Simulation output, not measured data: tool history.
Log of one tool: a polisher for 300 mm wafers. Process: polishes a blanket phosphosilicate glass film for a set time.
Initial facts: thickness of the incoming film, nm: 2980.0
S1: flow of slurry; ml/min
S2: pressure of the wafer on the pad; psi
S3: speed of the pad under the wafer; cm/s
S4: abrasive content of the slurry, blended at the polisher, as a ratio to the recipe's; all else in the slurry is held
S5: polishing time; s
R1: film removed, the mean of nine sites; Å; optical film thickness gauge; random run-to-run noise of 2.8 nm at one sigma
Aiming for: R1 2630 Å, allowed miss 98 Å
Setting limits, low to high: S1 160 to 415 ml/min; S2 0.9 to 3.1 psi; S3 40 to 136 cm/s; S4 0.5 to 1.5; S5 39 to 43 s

run	day	S1	S2	S3	S4	S5	R1
1	0	265	2	88	1	43	2082.9
2	0.304	265	2	88	0.9	43	2040.8
3	0.433	265	2	88	0.9	43	2059.1
4	0.621	265	2.5	88	0.9	43	2491
5	0.804	265	2.2	88	0.9	43	2237.6
6	0.967	265	1.7	88	0.9	43	1769.5
7	1.212	265	1.9	88	0.9	43	1995.5
8	1.358	265	1.9	88	0.9	43	1950.8
9	1.442	265	2.1	88	0.9	43	2126.6
10	1.592	265	2.2	88	0.9	43	2225

5 candidate next runs follow, results not yet known. Just one meets every target within its allowed miss. Identify it.
A	1.742	235	2.5	72	0.7	43	?
B	1.742	295	2.3	100	1.2	40	?
C	1.742	235	1.8	78	0.75	43	?
D	1.742	230	2.8	68	1	39	?
E	1.742	250	2.4	92	0.8	43	?

move	R1
A	1914.5
B	2565.2
C	1545.2
D	2030.7
E	2346.6
A: its largest miss is bigger than the last run's
B: hits every target within its allowed miss
C: its largest miss is bigger than the last run's
D: its largest miss is bigger than the last run's
E: an improvement on the last run, though not all results are within tolerance
So the answer is move B, the one that meets all the targets.
